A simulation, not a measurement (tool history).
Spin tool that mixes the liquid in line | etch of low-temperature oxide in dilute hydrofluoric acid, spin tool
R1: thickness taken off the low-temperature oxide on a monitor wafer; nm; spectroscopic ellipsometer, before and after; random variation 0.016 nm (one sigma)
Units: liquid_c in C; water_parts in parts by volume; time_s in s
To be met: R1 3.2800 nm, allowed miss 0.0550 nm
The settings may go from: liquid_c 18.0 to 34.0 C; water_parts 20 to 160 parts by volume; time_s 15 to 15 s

Run 1, hour 0.0: liquid_c 26.0 C, water_parts 90 parts by volume, time_s 15 s. Result: R1 1.7521 nm.
Run 2, hour 6.4: liquid_c 26.0 C, water_parts 120 parts by volume, time_s 15 s. Result: R1 1.2661 nm.
Run 3, hour 14.1: liquid_c 27.5 C, water_parts 110 parts by volume, time_s 15 s. Result: R1 1.4813 nm.
Run 4, hour 18.0: liquid_c 30.0 C, water_parts 110 parts by volume, time_s 15 s. Result: R1 1.6380 nm.
Run 5, hour 25.1: liquid_c 30.5 C, water_parts 100 parts by volume, time_s 15 s. Result: R1 1.8569 nm.
Run 6, hour 33.7: liquid_c 29.0 C, water_parts 100 parts by volume, time_s 15 s. Result: R1 1.7644 nm.
Run 7, hour 39.3: liquid_c 30.0 C, water_parts 95 parts by volume, time_s 15 s. Result: R1 1.9168 nm.
Run 8, hour 41.8: liquid_c 34.0 C, water_parts 60 parts by volume, time_s 15 s. Result: R1 3.7610 nm.
Run 9, hour 47.6: liquid_c 33.5 C, water_parts 60 parts by volume, time_s 15 s. Result: R1 3.6791 nm.
Run 10, hour 55.5: liquid_c 33.0 C, water_parts 60 parts by volume, time_s 15 s. Result: R1 3.6537 nm.
Run 11, hour 59.4: liquid_c 29.5 C, water_parts 60 parts by volume, time_s 15 s. Result: R1 3.1523 nm.
Run 12, hour 61.4: liquid_c 30.0 C, water_parts 60 parts by volume, time_s 15 s. Result: R1 3.2134 nm.

5 next moves are on the table. One of them brings every result within its allowed miss. Which?
Run A, hour 63.4: liquid_c 29.0 C, water_parts 60 parts by volume, time_s 15 s. Result: R1 ?.
Run B, hour 63.4: liquid_c 33.5 C, water_parts 70 parts by volume, time_s 15 s. Result: R1 ?.
Run C, hour 63.4: liquid_c 28.0 C, water_parts 55 parts by volume, time_s 15 s. Result: R1 ?.
Run D, hour 63.4: liquid_c 31.0 C, water_parts 65 parts by volume, time_s 15 s. Result: R1 ?.
Run E, hour 63.4: liquid_c 29.5 C, water_parts 60 parts by volume, time_s 15 s. Result: R1 ?.

move      R1
   A  3.0983
   B  3.1183
   C  3.2697
   D  3.0727
   E  3.1605
A: further off than the last run
B: further off than the last run
C: meets every target
D: further off than the last run
E: further off than the last run
Move C is the one to make.
